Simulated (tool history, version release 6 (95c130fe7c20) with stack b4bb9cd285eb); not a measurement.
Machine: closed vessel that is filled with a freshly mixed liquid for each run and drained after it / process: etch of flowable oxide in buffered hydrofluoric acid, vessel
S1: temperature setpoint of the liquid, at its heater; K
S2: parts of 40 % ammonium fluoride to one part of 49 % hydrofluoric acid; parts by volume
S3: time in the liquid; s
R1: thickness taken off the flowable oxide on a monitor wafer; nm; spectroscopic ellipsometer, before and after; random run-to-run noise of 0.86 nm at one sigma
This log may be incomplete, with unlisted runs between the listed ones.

run 1 hour=0.0 | S1=298.15 S2=17.5 S3=30 | R1=84.238
run 2 hour=8.0 | S1=300.15 S2=17.5 S3=30 | R1=93.772
run 3 hour=13.7 | S1=300.65 S2=16.5 S3=30 | R1=101.640
run 4 hour=20.0 | S1=300.65 S2=16.5 S3=30 | R1=101.990
run 5 hour=28.5 | S1=301.15 S2=15.5 S3=30 | R1=110.890
run 6 hour=30.9 | S1=301.15 S2=11.0 S3=30 | R1=154.650
run 7 hour=33.4 | S1=301.65 S2=11.0 S3=30 | R1=160.560
run 8 hour=38.4 | S1=302.15 S2=11.0 S3=30 | R1=163.980
run 9 hour=43.6 | S1=302.65 S2=11.0 S3=30 | R1=168.130
run 10 hour=48.5 | S1=303.15 S2=11.0 S3=30 | R1=172.700
run 11 hour=56.8 | S1=303.65 S2=11.0 S3=30 | R1=178.170

Run 12 comes next. What will it give?
run 12 hour=65.7 | S1=304.65 S2=11.0 S3=30 | R1=?

Run 12 came out at R1 188.150 nm.
